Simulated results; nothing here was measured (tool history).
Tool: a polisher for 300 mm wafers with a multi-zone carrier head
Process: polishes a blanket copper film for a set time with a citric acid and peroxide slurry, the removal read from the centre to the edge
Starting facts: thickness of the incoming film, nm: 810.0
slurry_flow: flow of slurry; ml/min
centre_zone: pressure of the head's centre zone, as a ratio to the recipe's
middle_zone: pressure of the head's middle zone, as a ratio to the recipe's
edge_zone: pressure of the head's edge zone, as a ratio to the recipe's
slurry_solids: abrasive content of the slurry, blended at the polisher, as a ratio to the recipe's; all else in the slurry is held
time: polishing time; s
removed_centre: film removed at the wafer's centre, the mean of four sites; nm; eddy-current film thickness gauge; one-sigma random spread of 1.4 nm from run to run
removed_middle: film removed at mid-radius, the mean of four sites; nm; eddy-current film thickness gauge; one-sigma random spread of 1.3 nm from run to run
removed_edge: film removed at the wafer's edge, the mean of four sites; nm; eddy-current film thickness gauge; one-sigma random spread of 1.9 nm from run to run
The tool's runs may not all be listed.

run	hour	slurry_flow	centre_zone	middle_zone	edge_zone	slurry_solids	time	removed_centre	removed_middle	removed_edge
1	0	150	1	1	1	1	84	256.58	248.9	255.97
2	6.9	150	0.94	1	1	1	84	241.71	249.66	254.06
3	14.8	150	0.94	1	0.93	1	84	237.56	253.51	248.36
4	18.7	130	0.94	1	0.93	1	84	232.6	239.32	243.62
5	21.9	130	0.94	1	0.93	0.85	84	220.7	232.27	229.79
6	23.2	125	0.94	0.98	0.93	0.8	84	216.67	223.07	228.49
7	31.2	120	0.94	0.96	0.92	0.75	84	205.86	215.19	219.7
8	35.2	115	0.95	0.94	0.93	0.75	84	208.65	204.99	220.32
9	40.4	110	0.95	0.92	0.92	0.75	84	205.38	200.98	217.55
10	48.3	110	0.95	0.91	0.92	0.75	84	205.17	199.7	215.1
11	56.6	105	0.95	0.9	0.93	0.75	84	200.93	194.99	215.46

Run 12 is up next; what results do you expect?
12	61.4	105	0.95	0.89	0.93	0.75	84	?	?	?

{"run 12": {"removed_centre": 203.43, "removed_middle": 191.07, "removed_edge": 216.14}}
